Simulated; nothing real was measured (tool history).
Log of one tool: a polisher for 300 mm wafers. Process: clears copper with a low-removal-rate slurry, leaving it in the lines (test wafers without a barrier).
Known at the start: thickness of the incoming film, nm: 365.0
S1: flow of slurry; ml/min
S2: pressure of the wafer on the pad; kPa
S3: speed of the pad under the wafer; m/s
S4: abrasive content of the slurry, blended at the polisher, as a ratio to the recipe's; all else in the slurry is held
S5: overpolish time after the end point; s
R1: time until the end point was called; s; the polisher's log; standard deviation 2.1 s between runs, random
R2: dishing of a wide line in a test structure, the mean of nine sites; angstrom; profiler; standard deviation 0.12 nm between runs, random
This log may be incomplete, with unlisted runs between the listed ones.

run  hour   S1    S2    S3    S4  S5      R1       R2
  1   0.0  305  18.6  1.16  1.00  18  142.87  294.700
  2   3.0  240  18.6  1.16  1.00  18  147.76  288.270
  3   5.0  300  15.9  1.20  1.00  15  152.40  228.180
  4  11.3  345  13.8  1.24  0.90  12  175.91  170.220
  5  15.6  380  12.4  1.38  0.80  10  179.40  146.610
  6  18.6  405  11.7  1.48  0.75   9  171.17  130.880
  7  25.5  425  11.7  1.56  0.70   8  165.08  119.940
  8  34.0  440  11.7  1.62  0.65   7  159.87  110.590
  9  36.3  475  11.0  1.80  0.50   5  162.90   78.079
 10  41.8  470  11.7  1.80  0.50   5  155.00   80.412

Run 11, settings as shown, results not yet in. Your forecast:
 11  46.3  460  12.4  1.80  0.50   5   ?   ?

{"run 11": {"R1": 150.24, "R2": 87.069}}
